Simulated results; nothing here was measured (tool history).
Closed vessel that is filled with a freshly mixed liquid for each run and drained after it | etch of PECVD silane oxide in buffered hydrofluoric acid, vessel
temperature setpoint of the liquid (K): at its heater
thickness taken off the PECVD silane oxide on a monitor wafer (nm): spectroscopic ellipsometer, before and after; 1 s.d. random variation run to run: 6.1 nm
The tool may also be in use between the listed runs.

| run | hour | temperature setpoint of the liquid (K) | parts of 40 % ammonium fluoride to one part of 49 % hydrofluoric acid (parts by volume) | time in the liquid (s) | thickness taken off the PECVD silane oxide on a monitor wafer (nm) |
|---|---|---|---|---|---|
| 1 | 0 | 294.15 | 8 | 95 | 358.61 |
| 2 | 3.1 | 291.65 | 8 | 95 | 306.86 |
| 3 | 11.6 | 291.65 | 7 | 95 | 345.53 |
| 4 | 17.2 | 294.15 | 7 | 95 | 413.44 |
| 5 | 22.2 | 294.15 | 8.5 | 95 | 332.28 |
| 6 | 30.3 | 294.15 | 8.5 | 105 | 360.04 |
| 7 | 35 | 296.65 | 8.5 | 105 | 422.67 |
| 8 | 41 | 298.15 | 8.5 | 105 | 452.57 |

Estimate the outcome of run 9 from the log above:
| 9 | 42.7 | 302.15 | 7.5 | 105 | ? |

{"run 9": {"thickness taken off the PECVD silane oxide on a monitor wafer (nm)": 652.6}}
